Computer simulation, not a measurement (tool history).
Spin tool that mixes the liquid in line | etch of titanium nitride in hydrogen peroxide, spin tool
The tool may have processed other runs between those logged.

run	day	temperature setpoint of the liquid (K)	concentration of hydrogen peroxide in the mixed liquid (% by weight)	time under the liquid (s)	thickness taken off the titanium nitride on a monitor wafer (angstrom)
1	0.000	330.15	22.5	300	251.46
2	0.229	330.15	22.5	300	252.25
3	0.425	335.65	22.5	300	367.41
4	0.471	330.15	22.5	300	251.27
5	0.546	326.15	22.5	300	190.66
6	0.633	322.15	22.5	300	143.90

For run 7, what comes out?
7	0.967	320.65	22.5	300	?

thickness taken off the titanium nitride on a monitor wafer (angstrom): 128.76

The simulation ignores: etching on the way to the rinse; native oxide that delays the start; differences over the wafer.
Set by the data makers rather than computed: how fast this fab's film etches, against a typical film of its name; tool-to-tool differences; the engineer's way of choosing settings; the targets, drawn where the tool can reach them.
